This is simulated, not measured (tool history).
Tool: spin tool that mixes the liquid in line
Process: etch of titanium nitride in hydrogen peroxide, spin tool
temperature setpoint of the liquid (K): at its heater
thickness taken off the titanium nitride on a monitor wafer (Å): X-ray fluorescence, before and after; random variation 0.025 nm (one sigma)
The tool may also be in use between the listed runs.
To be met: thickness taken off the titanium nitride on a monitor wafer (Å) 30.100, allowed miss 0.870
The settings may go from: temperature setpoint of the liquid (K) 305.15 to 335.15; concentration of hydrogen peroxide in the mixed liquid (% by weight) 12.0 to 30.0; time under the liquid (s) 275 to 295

run,hour,temperature setpoint of the liquid (K),concentration of hydrogen peroxide in the mixed liquid (% by weight),time under the liquid (s),thickness taken off the titanium nitride on a monitor wafer (Å)
1,0.0,319.15,20.5,275,63.806
2,5.4,317.65,20.5,275,57.726
3,9.9,324.15,20.5,275,92.138
4,10.6,321.65,20.5,275,77.331
5,19.6,321.65,18.0,275,74.675
6,21.5,319.65,18.0,275,64.367
7,25.4,318.15,18.0,275,58.446
8,34.3,310.15,17.5,275,31.559

Which of these 4 next moves meets every target?
A,43.2,311.65,13.0,275,?
B,43.2,310.65,18.0,280,?
C,43.2,310.65,17.5,275,?
D,43.2,309.15,15.5,295,?

move,thickness taken off the titanium nitride on a monitor wafer (Å)
A,33.584
B,33.891
C,33.085
D,30.742
A: further off than the last run
B: further off than the last run
C: further off than the last run
D: meets every target
Answer: D

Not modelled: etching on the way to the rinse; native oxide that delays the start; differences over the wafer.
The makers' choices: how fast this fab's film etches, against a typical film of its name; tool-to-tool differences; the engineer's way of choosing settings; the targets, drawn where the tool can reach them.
